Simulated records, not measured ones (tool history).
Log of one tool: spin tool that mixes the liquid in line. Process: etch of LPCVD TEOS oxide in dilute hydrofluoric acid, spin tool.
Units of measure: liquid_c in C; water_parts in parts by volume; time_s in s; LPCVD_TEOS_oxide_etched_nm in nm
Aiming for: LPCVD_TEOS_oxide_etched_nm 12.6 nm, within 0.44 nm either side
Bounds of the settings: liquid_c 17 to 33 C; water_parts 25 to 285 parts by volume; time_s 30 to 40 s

run	hour	liquid_c	water_parts	time_s	LPCVD_TEOS_oxide_etched_nm
1	0	25	155	40	8.1783
2	8.6	27	150	40	9.3485
3	14.8	24	150	40	8.2229
4	21.6	24	130	40	9.6391
5	23.2	25.5	130	40	10.49
6	31.9	26.5	130	40	10.55
7	40.5	30.5	120	40	13.502
8	49	30	120	40	13.258
9	55.2	29.5	120	40	13.041

4 next moves are on the table. One of them brings every result within its allowed miss. Which?
A	61.4	30	135	40	?
B	61.4	32	125	40	?
C	61.4	33	140	40	?
D	61.4	30.5	120	40	?

move	LPCVD_TEOS_oxide_etched_nm
A	11.488
B	13.523
C	12.247
D	13.433
A: takes the result that was furthest off past its target
B: lands further from the targets than the last run did
C: all results in spec
D: lands further from the targets than the last run did
The move that meets every target is C.
